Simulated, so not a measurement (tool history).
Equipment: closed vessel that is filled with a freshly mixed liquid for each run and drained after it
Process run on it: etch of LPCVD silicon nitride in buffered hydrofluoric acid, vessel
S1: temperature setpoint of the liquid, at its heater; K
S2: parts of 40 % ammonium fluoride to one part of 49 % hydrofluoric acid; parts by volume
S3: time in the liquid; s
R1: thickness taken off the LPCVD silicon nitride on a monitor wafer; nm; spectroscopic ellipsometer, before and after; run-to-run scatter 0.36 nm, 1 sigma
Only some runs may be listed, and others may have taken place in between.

| run | hour | S1 | S2 | S3 | R1 |
|---|---|---|---|---|---|
| 1 | 0.0 | 296.15 | 14.0 | 1480 | 15.612 |
| 2 | 8.8 | 297.15 | 13.0 | 1480 | 17.667 |
| 3 | 14.4 | 298.15 | 12.0 | 1480 | 20.193 |
| 4 | 18.2 | 295.15 | 12.0 | 1480 | 16.920 |
| 5 | 25.7 | 298.15 | 12.0 | 1480 | 20.129 |
| 6 | 31.7 | 298.15 | 12.0 | 1575 | 21.232 |
| 7 | 35.1 | 299.15 | 11.0 | 1575 | 24.103 |
| 8 | 39.8 | 299.65 | 10.5 | 1575 | 25.833 |

Expected results for the next run?
| 9 | 42.7 | 300.15 | 10.0 | 1575 | ? |

{"run 9": {"R1": 28.104}}
